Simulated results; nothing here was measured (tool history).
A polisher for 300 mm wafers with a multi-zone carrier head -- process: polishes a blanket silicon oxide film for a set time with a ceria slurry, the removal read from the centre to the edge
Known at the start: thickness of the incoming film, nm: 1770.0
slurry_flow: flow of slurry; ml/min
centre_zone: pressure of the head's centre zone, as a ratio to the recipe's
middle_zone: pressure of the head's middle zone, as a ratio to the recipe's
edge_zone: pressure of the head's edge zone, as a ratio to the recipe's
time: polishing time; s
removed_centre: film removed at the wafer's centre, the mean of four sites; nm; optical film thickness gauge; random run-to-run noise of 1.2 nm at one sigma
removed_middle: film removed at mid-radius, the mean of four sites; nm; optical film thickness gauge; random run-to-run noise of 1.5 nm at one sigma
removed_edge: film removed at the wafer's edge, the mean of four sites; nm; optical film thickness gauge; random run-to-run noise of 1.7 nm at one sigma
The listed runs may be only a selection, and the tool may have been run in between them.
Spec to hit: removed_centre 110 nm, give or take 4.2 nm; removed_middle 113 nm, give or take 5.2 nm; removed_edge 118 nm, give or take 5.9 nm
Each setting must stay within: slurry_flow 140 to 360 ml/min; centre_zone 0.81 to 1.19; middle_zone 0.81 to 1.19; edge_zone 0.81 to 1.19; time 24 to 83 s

run  hour  slurry_flow  centre_zone  middle_zone  edge_zone  time  removed_centre  removed_middle  removed_edge
  1     0          230            1            1          1    53          172.31          167.58        168.17
  2   0.8          230         0.96            1          1    53          160.75          166.88        174.05
  3     4          230         0.96            1          1    64          194.69          203.82        206.22
  4   9.8          225         0.95         0.99       0.98    57          170.13          181.48        181.35
  5  18.7          225         0.95         0.97       0.97    52          157.91          161.94        167.14
  6    20          225         0.95         1.02       0.97    52          157.69          165.35        166.07
     24.1  -- edge zone pressure recalibrated
  7  24.1          220         0.94         1.01       0.96    48          144.41          153.27        144.88
  8  25.5          215         0.93         0.98       0.96    45          134.93          138.85         141.1
  9  33.5          205         0.92         0.96       0.94    44          128.45           132.9        133.29

4 next moves are on the table. One of them brings every result within its allowed miss. Which?
  A  41.5          200          0.9         0.94          1    44               ?               ?             ?
  B  41.5          190         0.93         0.98        0.9    41               ?               ?             ?
  C  41.5          220         0.88          0.9       0.95    39               ?               ?             ?
  D  41.5          185         0.84         0.98       0.82    42               ?               ?             ?

move  removed_centre  removed_middle  removed_edge
   A          124.76          129.02        135.05
   B           118.7          123.62        119.06
   C          109.94          111.69        117.96
   D          110.89          126.22        116.64
A: closes in on the targets versus the last run, not all within tolerance yet
B: closes in on the targets versus the last run, not all within tolerance yet
C: every result lands within tolerance
D: brings the result that was furthest off to its target, and leaves another outside
The right move is C.
